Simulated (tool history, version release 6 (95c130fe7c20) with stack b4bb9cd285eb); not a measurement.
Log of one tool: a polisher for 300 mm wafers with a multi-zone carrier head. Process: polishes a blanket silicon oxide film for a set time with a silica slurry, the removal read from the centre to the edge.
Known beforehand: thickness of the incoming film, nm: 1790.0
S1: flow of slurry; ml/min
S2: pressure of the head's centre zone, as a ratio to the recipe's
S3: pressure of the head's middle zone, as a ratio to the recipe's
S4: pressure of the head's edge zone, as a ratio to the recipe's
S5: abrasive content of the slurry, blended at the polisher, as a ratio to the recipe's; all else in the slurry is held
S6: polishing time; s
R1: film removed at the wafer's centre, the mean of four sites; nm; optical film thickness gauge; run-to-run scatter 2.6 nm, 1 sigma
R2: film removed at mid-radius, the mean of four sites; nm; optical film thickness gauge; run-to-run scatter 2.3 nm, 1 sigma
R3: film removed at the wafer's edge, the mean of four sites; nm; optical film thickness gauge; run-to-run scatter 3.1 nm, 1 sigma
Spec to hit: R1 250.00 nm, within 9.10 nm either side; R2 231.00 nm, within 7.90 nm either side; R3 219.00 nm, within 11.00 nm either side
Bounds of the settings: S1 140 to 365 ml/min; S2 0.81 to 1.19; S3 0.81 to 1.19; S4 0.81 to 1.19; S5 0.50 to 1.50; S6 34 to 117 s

run  hour   S1    S2    S3    S4    S5  S6      R1      R2      R3
  1   0.0  235  1.00  1.00  1.00  1.00  75  295.79  291.81  280.99
  2   5.4  235  0.96  1.00  1.00  1.00  75  290.98  286.37  276.70
  3   9.1  235  0.95  0.98  0.97  0.95  75  278.48  280.86  266.12
  4  17.2  235  0.95  1.05  0.97  0.95  75  274.40  294.69  268.69
  5  18.0  235  0.95  1.05  1.01  0.95  75  279.68  296.49  270.35
  6  19.9  235  1.02  1.05  1.01  0.95  75  290.87  294.88  268.46
  7  21.8  235  1.03  1.03  1.00  0.90  75  281.71  276.71  256.02
  8  27.1  230  1.03  1.02  0.99  0.85  75  272.14  268.46  246.47
  9  27.9  225  1.03  1.00  0.98  0.85  75  270.95  259.74  244.19
 10  36.6  215  1.03  0.99  0.97  0.85  75  270.13  250.92  248.08
     39.5  -- edge zone pressure recalibrated
 11  39.5  215  1.04  0.99  0.96  0.80  75  258.15  246.29  244.88

Which single option among these 4 for the next run brings every result within its allowed miss of target? Just one does.
  A  42.4  210  1.03  0.99  0.92  0.75  83   ?   ?   ?
  B  42.4  235  1.08  1.00  0.96  0.80  63   ?   ?   ?
  C  42.4  225  1.10  1.02  0.96  0.90  63   ?   ?   ?
  D  42.4  195  0.98  1.04  0.96  0.70  76   ?   ?   ?

move      R1      R2      R3
   A  273.52  256.96  251.13
   B  231.17  209.95  206.00
   C  253.08  230.22  222.44
   D  224.08  229.12  218.82
A: moves away from the targets compared with the last run
B: carries the result that was furthest off beyond its target, to the other side
C: all results land within tolerance of their targets
D: the worst result of the last run now meets its target, but another is out of spec
The right move is C.
